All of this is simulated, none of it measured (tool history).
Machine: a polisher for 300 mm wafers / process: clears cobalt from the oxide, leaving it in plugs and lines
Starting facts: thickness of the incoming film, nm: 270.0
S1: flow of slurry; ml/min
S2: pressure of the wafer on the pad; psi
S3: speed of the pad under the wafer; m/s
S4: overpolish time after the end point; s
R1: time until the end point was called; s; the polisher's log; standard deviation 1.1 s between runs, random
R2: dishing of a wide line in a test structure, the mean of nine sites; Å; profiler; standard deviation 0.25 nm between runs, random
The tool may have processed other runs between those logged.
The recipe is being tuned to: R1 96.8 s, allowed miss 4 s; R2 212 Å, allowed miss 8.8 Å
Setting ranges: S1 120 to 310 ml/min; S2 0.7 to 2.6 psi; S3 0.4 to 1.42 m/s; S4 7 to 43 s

run,hour,S1,S2,S3,S4,R1,R2
1,0,200,1.6,0.9,22,86.786,396.36
2,6.4,200,1.4,0.9,22,99.746,373.15
3,15.2,195,1.4,0.9,19,100.3,345.46
4,19.1,195,1.4,0.9,15,96.888,296.76
5,25.8,195,1.4,0.9,22,98.407,378.27
6,33.3,215,1.4,0.88,19,97.516,339.92
7,35.1,235,1.4,0.88,17,98.371,328.34
8,42.8,215,1.4,0.88,15,97.252,295.38
9,49.5,205,1.4,0.86,13,101.24,269.58
10,56.6,195,1.4,0.84,12,104.16,247.93
11,61.3,195,1.4,0.84,11,105.75,230.31
12,68.7,195,1.4,0.84,10,103.72,217.06

Which single option among these 5 for the next run brings every result within its allowed miss of target? Just one does.
A,76.1,225,1.2,0.94,10,?,?
B,76.1,200,1.2,0.94,10,?,?
C,76.1,240,1.3,0.9,11,?,?
D,76.1,210,1.4,0.92,9,?,?
E,76.1,140,1.5,0.92,10,?,?

move,R1,R2
A,106.56,211.41
B,108.28,208.84
C,101.32,235.66
D,94.297,213.98
E,94.682,230.72
A: moves away from the targets compared with the last run
B: moves away from the targets compared with the last run
C: moves away from the targets compared with the last run
D: all results in spec
E: the furthest-off result lands on target, but another misses its tolerance
The right move is D.

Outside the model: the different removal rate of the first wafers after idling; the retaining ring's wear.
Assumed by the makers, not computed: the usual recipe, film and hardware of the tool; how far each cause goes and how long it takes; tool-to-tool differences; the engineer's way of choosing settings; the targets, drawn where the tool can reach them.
